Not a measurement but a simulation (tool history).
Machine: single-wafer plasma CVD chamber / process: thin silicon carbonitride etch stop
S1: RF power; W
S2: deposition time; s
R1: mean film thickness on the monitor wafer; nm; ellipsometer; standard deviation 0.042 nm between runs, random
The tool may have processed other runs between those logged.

run 1 hour=0.0 | S1=190 S2=12.7 | R1=6.3581
run 2 hour=1.3 | S1=195 S2=12.8 | R1=6.3531
run 3 hour=9.9 | S1=195 S2=13.0 | R1=6.4921
run 4 hour=11.6 | S1=195 S2=13.1 | R1=6.5338
run 5 hour=17.5 | S1=195 S2=13.2 | R1=6.5873
run 6 hour=19.7 | S1=180 S2=13.2 | R1=6.4495

Run 7 comes next. What will it give?
run 7 hour=24.3 | S1=185 S2=13.3 | R1=?

{"run 7": {"R1": 6.5457}}
